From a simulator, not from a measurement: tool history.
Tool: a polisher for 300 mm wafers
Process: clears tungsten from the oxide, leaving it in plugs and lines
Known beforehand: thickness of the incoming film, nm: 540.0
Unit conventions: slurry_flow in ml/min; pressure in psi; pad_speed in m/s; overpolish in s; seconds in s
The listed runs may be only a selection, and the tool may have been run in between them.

run 1 hour=0 | slurry_flow=170 pressure=3.2 pad_speed=1.38 slurry_solids=1 overpolish=29 | seconds=105.64
run 2 hour=8.4 | slurry_flow=195 pressure=3.2 pad_speed=1.38 slurry_solids=1 overpolish=29 | seconds=104.98
run 3 hour=11.6 | slurry_flow=195 pressure=2.9 pad_speed=1.36 slurry_solids=1 overpolish=29 | seconds=112.74
run 4 hour=13.4 | slurry_flow=195 pressure=2.9 pad_speed=1.36 slurry_solids=0.9 overpolish=29 | seconds=120.69
-- hour=19.9 slurry nozzle cleaned
run 5 hour=19.9 | slurry_flow=195 pressure=2.9 pad_speed=1.36 slurry_solids=1.05 overpolish=29 | seconds=106.61
run 6 hour=24 | slurry_flow=195 pressure=2.9 pad_speed=1.36 slurry_solids=1.05 overpolish=29 | seconds=108.12
run 7 hour=27.3 | slurry_flow=195 pressure=2.9 pad_speed=1.36 slurry_solids=1.05 overpolish=29 | seconds=105.05

Predict the results of run 8:
run 8 hour=34.7 | slurry_flow=195 pressure=2.6 pad_speed=1.26 slurry_solids=1.05 overpolish=29 | seconds=?

{"run 8": {"seconds": 129.02}}
